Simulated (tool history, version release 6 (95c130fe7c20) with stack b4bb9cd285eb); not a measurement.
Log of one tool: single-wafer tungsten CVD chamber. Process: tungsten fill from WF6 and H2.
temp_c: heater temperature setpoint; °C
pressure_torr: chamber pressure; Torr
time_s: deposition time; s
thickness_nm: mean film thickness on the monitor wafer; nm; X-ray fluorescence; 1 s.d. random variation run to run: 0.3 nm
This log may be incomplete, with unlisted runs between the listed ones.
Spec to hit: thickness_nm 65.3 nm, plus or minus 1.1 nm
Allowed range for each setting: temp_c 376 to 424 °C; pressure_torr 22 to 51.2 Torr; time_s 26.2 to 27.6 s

| run | hour | temp_c | pressure_torr | time_s | thickness_nm |
|---|---|---|---|---|---|
| 1 | 0 | 400 | 36.6 | 27.6 | 84.248 |
| 2 | 3 | 400 | 36.6 | 27.6 | 83.016 |
| 3 | 5.3 | 400 | 30.7 | 27.6 | 75.844 |
| 4 | 10.8 | 400 | 33.5 | 27.6 | 79.499 |
| 5 | 19.1 | 400 | 29.7 | 27.6 | 74.163 |
| 6 | 26.6 | 400 | 29.7 | 27.6 | 74.276 |
| 7 | 34.2 | 398 | 29.7 | 27.6 | 71.993 |
| 8 | 42.9 | 391 | 29.5 | 27.6 | 63.907 |

Below are 4 possible settings for the next run. Only one of them brings all results inside the allowed miss of their targets. Which is it?
| A | 51.6 | 389 | 29.9 | 27.6 | ? |
| B | 51.6 | 397 | 25.4 | 26.8 | ? |
| C | 51.6 | 392 | 27.9 | 27.4 | ? |
| D | 51.6 | 392 | 31.8 | 26.6 | ? |

| move | thickness_nm |
|---|---|
| A | 63.008 |
| B | 63.569 |
| C | 63.212 |
| D | 66.092 |
A: lands further from the targets than the last run did
B: lands further from the targets than the last run did
C: lands further from the targets than the last run did
D: all results land within tolerance of their targets
So the answer is move D, the one that meets all the targets.
